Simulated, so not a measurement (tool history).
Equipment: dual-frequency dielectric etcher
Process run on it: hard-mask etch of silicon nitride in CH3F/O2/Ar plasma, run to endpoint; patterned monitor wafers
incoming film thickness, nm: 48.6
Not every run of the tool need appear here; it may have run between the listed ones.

run	hour	source power (kW)	bias power (kW)	endpoint time (s)
1	0.0	0.440	0.077	68.313
2	7.4	0.410	0.075	70.409
3	12.6	0.370	0.075	73.248
4	20.9	0.370	0.063	79.499
5	28.1	0.370	0.053	85.864
6	32.5	0.370	0.061	79.803
7	37.3	0.380	0.062	79.362

Run 8 has not been measured yet. What should we expect?
8	38.8	0.430	0.065	?

{"run 8": {"endpoint time (s)": 73.796}}
